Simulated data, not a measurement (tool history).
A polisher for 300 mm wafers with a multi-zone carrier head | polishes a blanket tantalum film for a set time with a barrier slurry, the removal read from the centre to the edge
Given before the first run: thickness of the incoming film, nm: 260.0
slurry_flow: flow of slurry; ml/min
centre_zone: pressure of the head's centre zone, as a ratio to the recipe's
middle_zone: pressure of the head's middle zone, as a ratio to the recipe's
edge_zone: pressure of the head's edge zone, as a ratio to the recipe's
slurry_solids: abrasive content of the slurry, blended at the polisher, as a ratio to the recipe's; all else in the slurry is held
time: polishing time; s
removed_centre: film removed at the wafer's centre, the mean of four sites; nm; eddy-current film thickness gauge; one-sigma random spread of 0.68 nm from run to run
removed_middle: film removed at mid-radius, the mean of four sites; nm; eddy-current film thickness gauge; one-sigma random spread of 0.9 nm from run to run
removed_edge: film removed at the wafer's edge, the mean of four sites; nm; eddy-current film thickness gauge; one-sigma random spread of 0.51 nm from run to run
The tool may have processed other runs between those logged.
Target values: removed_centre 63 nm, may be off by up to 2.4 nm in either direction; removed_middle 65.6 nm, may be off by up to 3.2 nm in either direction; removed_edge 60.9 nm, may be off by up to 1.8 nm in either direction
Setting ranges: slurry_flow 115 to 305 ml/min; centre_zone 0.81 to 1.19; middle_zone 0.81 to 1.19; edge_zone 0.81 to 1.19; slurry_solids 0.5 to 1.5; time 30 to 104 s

Run 1, hour 0: slurry_flow 195 ml/min, centre_zone 1, middle_zone 1, edge_zone 1, slurry_solids 1, time 67 s. Result: removed_centre 54.485 nm, removed_middle 53.859 nm, removed_edge 52.443 nm.
Run 2, hour 0.8: slurry_flow 210 ml/min, centre_zone 1.01, middle_zone 1.03, edge_zone 1.04, slurry_solids 1.05, time 67 s. Result: removed_centre 55.948 nm, removed_middle 55.929 nm, removed_edge 55.332 nm.
Run 3, hour 3.8: slurry_flow 210 ml/min, centre_zone 1.01, middle_zone 1.11, edge_zone 1.04, slurry_solids 1.05, time 67 s. Result: removed_centre 57.695 nm, removed_middle 59.267 nm, removed_edge 54.968 nm.
Run 4, hour 11.9: slurry_flow 190 ml/min, centre_zone 1.01, middle_zone 1.11, edge_zone 1.04, slurry_solids 1.05, time 67 s. Result: removed_centre 56.985 nm, removed_middle 58.042 nm, removed_edge 54.433 nm.
Run 5, hour 16.6: slurry_flow 190 ml/min, centre_zone 1.01, middle_zone 1.06, edge_zone 1.04, slurry_solids 1.05, time 67 s. Result: removed_centre 56.381 nm, removed_middle 56.528 nm, removed_edge 54.393 nm.
Run 6, hour 21.9: slurry_flow 205 ml/min, centre_zone 1.02, middle_zone 1.1, edge_zone 1.06, slurry_solids 1.1, time 67 s. Result: removed_centre 56.741 nm, removed_middle 58.055 nm, removed_edge 55.949 nm.
Run 7, hour 22.9: slurry_flow 215 ml/min, centre_zone 1.03, middle_zone 1.13, edge_zone 1.06, slurry_solids 1.15, time 68 s. Result: removed_centre 60.14 nm, removed_middle 61.247 nm, removed_edge 57.716 nm.
Run 8, hour 29.9: slurry_flow 225 ml/min, centre_zone 1.03, middle_zone 1.15, edge_zone 1.07, slurry_solids 1.2, time 68 s. Result: removed_centre 60.808 nm, removed_middle 64.034 nm, removed_edge 59.203 nm.
Run 9, hour 38.1: slurry_flow 230 ml/min, centre_zone 1.04, middle_zone 1.15, edge_zone 1.08, slurry_solids 1.2, time 68 s. Result: removed_centre 61.244 nm, removed_middle 64.448 nm, removed_edge 59.663 nm.

Which one of the following 4 next-run settings gets every result inside its allowed miss? There is exactly one.
Run A, hour 46.3: slurry_flow 285 ml/min, centre_zone 0.96, middle_zone 1.16, edge_zone 1.01, slurry_solids 1.35, time 65 s. Result: removed_centre ?, removed_middle ?, removed_edge ?.
Run B, hour 46.3: slurry_flow 300 ml/min, centre_zone 0.82, middle_zone 1.19, edge_zone 0.9, slurry_solids 1.2, time 75 s. Result: removed_centre ?, removed_middle ?, removed_edge ?.
Run C, hour 46.3: slurry_flow 280 ml/min, centre_zone 0.96, middle_zone 1.19, edge_zone 0.93, slurry_solids 1.25, time 69 s. Result: removed_centre ?, removed_middle ?, removed_edge ?.
Run D, hour 46.3: slurry_flow 220 ml/min, centre_zone 1.07, middle_zone 1.19, edge_zone 1.12, slurry_solids 1.25, time 68 s. Result: removed_centre ?, removed_middle ?, removed_edge ?.

move  removed_centre  removed_middle  removed_edge
   A          57.006          62.908        56.293
   B          56.772          72.309        60.628
   C          59.457          66.603        56.721
   D          62.253          63.838        59.356
A: misses by more than the last run did
B: misses by more than the last run did
C: misses by more than the last run did
D: every result within its allowed miss
Go with D: it meets all targets.

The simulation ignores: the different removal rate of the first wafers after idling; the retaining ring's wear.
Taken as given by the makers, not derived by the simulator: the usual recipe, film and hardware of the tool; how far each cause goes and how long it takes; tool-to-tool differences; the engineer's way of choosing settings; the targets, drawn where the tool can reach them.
